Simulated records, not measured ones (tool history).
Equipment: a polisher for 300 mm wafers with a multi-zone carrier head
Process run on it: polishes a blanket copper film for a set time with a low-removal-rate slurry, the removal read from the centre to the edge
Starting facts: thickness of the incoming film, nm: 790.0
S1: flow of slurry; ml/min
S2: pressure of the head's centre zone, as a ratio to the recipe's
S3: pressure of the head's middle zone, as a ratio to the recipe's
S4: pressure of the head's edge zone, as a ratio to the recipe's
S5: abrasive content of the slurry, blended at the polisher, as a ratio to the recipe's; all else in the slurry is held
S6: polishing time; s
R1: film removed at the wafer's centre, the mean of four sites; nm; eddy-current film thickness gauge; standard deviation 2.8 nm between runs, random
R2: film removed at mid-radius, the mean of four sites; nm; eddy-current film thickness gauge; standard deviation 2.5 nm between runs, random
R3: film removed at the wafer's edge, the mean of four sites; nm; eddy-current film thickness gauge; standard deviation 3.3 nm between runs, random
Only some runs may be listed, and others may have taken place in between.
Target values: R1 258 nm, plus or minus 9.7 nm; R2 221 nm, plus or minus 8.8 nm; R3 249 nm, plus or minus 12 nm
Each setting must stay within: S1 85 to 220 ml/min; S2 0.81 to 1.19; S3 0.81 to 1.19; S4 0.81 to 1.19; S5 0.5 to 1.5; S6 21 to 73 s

| run | hour | S1 | S2 | S3 | S4 | S5 | S6 | R1 | R2 | R3 |
|---|---|---|---|---|---|---|---|---|---|---|
| 1 | 0 | 140 | 1 | 1 | 1 | 1 | 47 | 180.14 | 174.32 | 182.71 |
| 2 | 4.3 | 140 | 1 | 1 | 1 | 1 | 42 | 158.32 | 158.74 | 159.81 |
| 3 | 9.5 | 145 | 1.02 | 1 | 1.02 | 1.1 | 44 | 176.61 | 171.37 | 175.19 |
| 4 | 12.3 | 150 | 1.03 | 0.99 | 1.04 | 1.15 | 45 | 186.42 | 174.84 | 179.9 |
| 5 | 16.2 | 150 | 1.03 | 0.99 | 1.04 | 1.15 | 49 | 204.82 | 194.01 | 197.24 |
| 6 | 23.3 | 150 | 1.07 | 0.99 | 1.04 | 1.15 | 49 | 209.25 | 194.23 | 202.36 |
| 7 | 32.2 | 150 | 1.09 | 0.99 | 1.06 | 1.15 | 50 | 221.4 | 198.63 | 202.81 |
| 8 | 34.3 | 150 | 1.08 | 0.97 | 1.06 | 1.2 | 51 | 222.21 | 199.03 | 210.13 |

Which of these 5 next moves meets every target?
| A | 36.4 | 135 | 1.04 | 0.89 | 1.06 | 1.15 | 69 | ? | ? | ? |
| B | 36.4 | 190 | 1.12 | 0.89 | 1.07 | 1.1 | 59 | ? | ? | ? |
| C | 36.4 | 130 | 1.03 | 0.86 | 0.97 | 1.2 | 65 | ? | ? | ? |
| D | 36.4 | 155 | 1.08 | 0.95 | 1.17 | 1.15 | 64 | ? | ? | ? |
| E | 36.4 | 205 | 1.19 | 1.06 | 1.13 | 0.9 | 53 | ? | ? | ? |

| move | R1 | R2 | R3 |
|---|---|---|---|
| A | 277.93 | 239.7 | 276.21 |
| B | 271.47 | 215.5 | 245.42 |
| C | 259.38 | 219.9 | 251.07 |
| D | 276.15 | 241.03 | 273.46 |
| E | 251.32 | 216.75 | 217.65 |
A: moves the result that the last run missed by most past its target, out the other side
B: moves the result that the last run missed by most past its target, out the other side
C: meets every target
D: moves the result that the last run missed by most past its target, out the other side
E: corrects the largest miss of the last run, while another result sits out of spec
The move that meets every target is C.
